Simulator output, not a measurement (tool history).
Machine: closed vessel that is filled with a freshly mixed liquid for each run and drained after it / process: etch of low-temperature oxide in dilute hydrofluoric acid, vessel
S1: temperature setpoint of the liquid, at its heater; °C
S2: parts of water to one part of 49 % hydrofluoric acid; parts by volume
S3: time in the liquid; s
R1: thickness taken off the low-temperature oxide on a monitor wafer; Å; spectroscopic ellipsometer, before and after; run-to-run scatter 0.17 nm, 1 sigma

run,hour,S1,S2,S3,R1
1,0.0,21.0,155,80,100.200
2,1.7,22.5,155,80,107.260
3,10.5,23.0,150,80,114.350
4,17.1,23.0,150,50,71.532
5,18.5,22.5,135,50,78.182
6,23.4,22.5,135,80,126.140
7,29.9,23.0,130,80,132.930
8,34.5,23.5,130,80,136.540
9,36.9,24.0,130,80,138.020
10,40.6,24.5,130,80,142.990
11,47.6,25.0,130,80,147.210
12,50.0,25.5,130,80,147.430

Run 13, settings as shown, results not yet in. Your forecast:
13,56.6,29.0,105,80,?

{"run 13": {"R1": 216.58}}

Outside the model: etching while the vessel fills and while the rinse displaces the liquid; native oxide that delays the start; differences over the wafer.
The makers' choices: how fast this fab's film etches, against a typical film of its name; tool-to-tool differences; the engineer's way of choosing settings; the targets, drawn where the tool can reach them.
